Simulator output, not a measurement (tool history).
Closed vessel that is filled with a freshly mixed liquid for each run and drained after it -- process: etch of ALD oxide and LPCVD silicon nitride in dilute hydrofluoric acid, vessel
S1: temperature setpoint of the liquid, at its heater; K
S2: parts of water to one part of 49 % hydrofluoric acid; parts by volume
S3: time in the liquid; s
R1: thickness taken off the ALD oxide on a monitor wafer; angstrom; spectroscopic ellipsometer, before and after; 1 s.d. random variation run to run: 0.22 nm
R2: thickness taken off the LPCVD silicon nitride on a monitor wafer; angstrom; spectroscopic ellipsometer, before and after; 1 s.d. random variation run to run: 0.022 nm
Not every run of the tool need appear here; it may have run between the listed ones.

run  hour      S1  S2   S3      R1      R2
  1     0  296.15  55  215  447.43  15.749
  2   2.9  296.15  55  285  589.03  21.132
  3   6.6  296.15  40  285  826.54  28.333
  4  13.4  292.65  40  285  714.74  22.235
  5  20.6  293.65  55  290  548.16  18.204
  6  23.1  294.15  65  295   472.2  16.522
  7  27.8  294.15  75  300  405.38  13.885
  8  34.3  295.15  85  300  372.51  13.316
  9  38.3  295.15  90  305  355.05  12.618

Run 10 is up next; what results do you expect?
 10  45.9  295.15  95  305   ?   ?

Logged for run 10: R1 334.34 angstrom, R2 11.992 angstrom.
